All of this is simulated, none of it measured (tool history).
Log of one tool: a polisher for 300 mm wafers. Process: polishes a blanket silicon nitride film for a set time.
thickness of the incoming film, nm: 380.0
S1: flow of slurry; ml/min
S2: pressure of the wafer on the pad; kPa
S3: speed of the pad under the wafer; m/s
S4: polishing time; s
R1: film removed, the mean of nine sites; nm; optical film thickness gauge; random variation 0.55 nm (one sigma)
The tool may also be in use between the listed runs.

run 1 hour=0 | S1=280 S2=17.9 S3=0.92 S4=75 | R1=76.238
run 2 hour=2 | S1=280 S2=16.5 S3=0.92 S4=75 | R1=70.427
run 3 hour=5.4 | S1=280 S2=14.5 S3=0.92 S4=75 | R1=62.507
run 4 hour=13.7 | S1=280 S2=11.7 S3=0.92 S4=75 | R1=50.496
run 5 hour=20 | S1=280 S2=12.4 S3=0.92 S4=75 | R1=53.416
run 6 hour=27.4 | S1=280 S2=9 S3=0.92 S4=75 | R1=39.832
run 7 hour=31 | S1=280 S2=9 S3=0.92 S4=75 | R1=39.648

The next listed run, before its measurement:
run 8 hour=36.1 | S1=280 S2=9.7 S3=0.92 S4=75 | R1=?

R1: 42.231 nm

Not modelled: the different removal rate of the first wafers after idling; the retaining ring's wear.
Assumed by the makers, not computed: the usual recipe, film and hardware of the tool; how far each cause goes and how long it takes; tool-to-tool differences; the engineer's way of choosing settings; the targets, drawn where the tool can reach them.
